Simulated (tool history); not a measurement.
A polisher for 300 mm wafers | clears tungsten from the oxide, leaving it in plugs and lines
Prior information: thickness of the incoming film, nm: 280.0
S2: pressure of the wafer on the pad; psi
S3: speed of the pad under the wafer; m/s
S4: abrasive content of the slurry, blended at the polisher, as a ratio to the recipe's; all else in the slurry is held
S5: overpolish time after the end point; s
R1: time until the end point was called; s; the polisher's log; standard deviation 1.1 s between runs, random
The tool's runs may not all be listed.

run 1 day=0 | flow_of_slurry_(ml/min)=290 S2=4.5 S3=1.3 S4=1 S5=4 | R1=37.081
run 2 day=0.2 | flow_of_slurry_(ml/min)=290 S2=4.2 S3=1.28 S4=1 S5=4 | R1=40.358
run 3 day=0.458 | flow_of_slurry_(ml/min)=360 S2=4.2 S3=1.28 S4=1 S5=4 | R1=39.13
run 4 day=0.688 | flow_of_slurry_(ml/min)=360 S2=4.2 S3=1.56 S4=1 S5=4 | R1=32.012
run 5 day=0.975 | flow_of_slurry_(ml/min)=360 S2=4.2 S3=1.56 S4=1 S5=4 | R1=31.746
run 6 day=1.071 | flow_of_slurry_(ml/min)=360 S2=4.2 S3=1.56 S4=0.8 S5=4 | R1=34.578
run 7 day=1.271 | flow_of_slurry_(ml/min)=360 S2=3.9 S3=1.54 S4=0.8 S5=4 | R1=34.974
run 8 day=1.404 | flow_of_slurry_(ml/min)=360 S2=3.6 S3=1.46 S4=0.8 S5=4 | R1=39.572
run 9 day=1.725 | flow_of_slurry_(ml/min)=360 S2=3.4 S3=1.4 S4=0.8 S5=4 | R1=44.962
run 10 day=1.933 | flow_of_slurry_(ml/min)=360 S2=3.2 S3=1.38 S4=0.8 S5=4 | R1=47.333
run 11 day=2.196 | flow_of_slurry_(ml/min)=360 S2=3 S3=1.38 S4=0.8 S5=4 | R1=48.107
run 12 day=2.379 | flow_of_slurry_(ml/min)=360 S2=2.8 S3=1.36 S4=0.8 S5=4 | R1=53.123

For run 13, what comes out?
run 13 day=2.646 | flow_of_slurry_(ml/min)=360 S2=2.7 S3=1.36 S4=0.8 S5=4 | R1=?

R1: 53.801 s
